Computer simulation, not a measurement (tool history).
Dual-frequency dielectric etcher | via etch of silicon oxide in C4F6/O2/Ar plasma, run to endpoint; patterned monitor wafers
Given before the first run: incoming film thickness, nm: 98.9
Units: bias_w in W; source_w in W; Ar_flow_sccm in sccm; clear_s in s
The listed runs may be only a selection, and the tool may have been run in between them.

{"run": 1, "hour": 0.0, "bias_w": 582, "source_w": 450, "Ar_flow_sccm": 250, "clear_s": 18.02}
{"run": 2, "hour": 5.3, "bias_w": 582, "source_w": 450, "Ar_flow_sccm": 227, "clear_s": 17.804}
{"run": 3, "hour": 11.0, "bias_w": 606, "source_w": 460, "Ar_flow_sccm": 225, "clear_s": 17.242}
{"run": 4, "hour": 17.1, "bias_w": 530, "source_w": 460, "Ar_flow_sccm": 225, "clear_s": 18.673}
{"run": 5, "hour": 22.2, "bias_w": 530, "source_w": 490, "Ar_flow_sccm": 225, "clear_s": 17.983}
{"hour": 23.4, "done": "Ar flow controller replaced"}
{"run": 6, "hour": 23.4, "bias_w": 530, "source_w": 440, "Ar_flow_sccm": 225, "clear_s": 19.048}

Run 7 comes next. What will it give?
{"run": 7, "hour": 31.3, "bias_w": 560, "source_w": 440, "Ar_flow_sccm": 225, "clear_s": "?"}

{"run 7": {"clear_s": 18.458}}
